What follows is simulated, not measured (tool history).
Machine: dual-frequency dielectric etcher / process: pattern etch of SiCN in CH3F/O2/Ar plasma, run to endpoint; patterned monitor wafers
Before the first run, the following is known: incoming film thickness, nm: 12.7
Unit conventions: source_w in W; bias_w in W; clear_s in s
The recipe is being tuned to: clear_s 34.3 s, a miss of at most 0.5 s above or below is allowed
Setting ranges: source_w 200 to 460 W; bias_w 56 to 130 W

{"run": 1, "hour": 0.0, "source_w": 330, "bias_w": 93, "clear_s": 31.49}
{"run": 2, "hour": 4.2, "source_w": 330, "bias_w": 85, "clear_s": 32.943}
{"run": 3, "hour": 8.1, "source_w": 320, "bias_w": 85, "clear_s": 33.147}
{"run": 4, "hour": 15.3, "source_w": 310, "bias_w": 85, "clear_s": 33.533}
{"run": 5, "hour": 16.1, "source_w": 310, "bias_w": 100, "clear_s": 30.97}
{"run": 6, "hour": 19.7, "source_w": 310, "bias_w": 90, "clear_s": 32.363}
{"run": 7, "hour": 24.4, "source_w": 290, "bias_w": 89, "clear_s": 33.519}
{"run": 8, "hour": 30.6, "source_w": 280, "bias_w": 89, "clear_s": 33.696}

Next run, 4 choices. One meets every target within its allowed miss, the rest don't. Which?
{"run": "A", "hour": 36.8, "source_w": 300, "bias_w": 83, "clear_s": "?"}
{"run": "B", "hour": 36.8, "source_w": 300, "bias_w": 76, "clear_s": "?"}
{"run": "C", "hour": 36.8, "source_w": 230, "bias_w": 88, "clear_s": "?"}
{"run": "D", "hour": 36.8, "source_w": 280, "bias_w": 80, "clear_s": "?"}

move=A clear_s=34.484
move=B clear_s=36.071
move=C clear_s=36.082
move=D clear_s=35.849
A: all results land within tolerance of their targets
B: takes the result that was furthest off past its target
C: takes the result that was furthest off past its target
D: takes the result that was furthest off past its target
A is the move that brings every result within its allowed miss.
